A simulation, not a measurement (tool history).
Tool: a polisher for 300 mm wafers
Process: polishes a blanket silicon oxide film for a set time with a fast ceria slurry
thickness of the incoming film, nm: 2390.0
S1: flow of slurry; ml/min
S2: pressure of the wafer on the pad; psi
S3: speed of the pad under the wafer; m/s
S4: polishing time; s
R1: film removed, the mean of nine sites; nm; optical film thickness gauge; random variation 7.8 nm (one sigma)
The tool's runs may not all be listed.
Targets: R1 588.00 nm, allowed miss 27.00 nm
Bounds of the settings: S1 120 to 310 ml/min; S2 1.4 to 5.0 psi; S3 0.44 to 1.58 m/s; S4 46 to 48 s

run,hour,S1,S2,S3,S4,R1
1,0.0,200,3.2,1.00,46,712.60
2,5.8,200,3.5,1.00,46,792.94
3,9.7,200,3.1,1.00,46,717.27
4,11.9,200,3.8,1.00,46,856.15
5,17.6,200,3.8,0.74,46,648.59
6,21.2,200,3.8,0.74,46,675.29
7,24.3,200,3.7,0.74,46,652.42
8,28.5,200,3.6,0.74,46,636.81

5 next moves are on the table. One of them brings every result within its allowed miss. Which?
A,32.7,240,4.0,0.70,48,?
B,32.7,205,3.4,0.72,46,?
C,32.7,195,3.7,0.76,47,?
D,32.7,175,5.0,0.54,48,?
E,32.7,265,3.2,0.82,48,?

move,R1
A,706.59
B,579.40
C,666.84
D,685.47
E,654.53
A: further off than the last run
B: meets every target
C: further off than the last run
D: further off than the last run
E: further off than the last run
Answer: B

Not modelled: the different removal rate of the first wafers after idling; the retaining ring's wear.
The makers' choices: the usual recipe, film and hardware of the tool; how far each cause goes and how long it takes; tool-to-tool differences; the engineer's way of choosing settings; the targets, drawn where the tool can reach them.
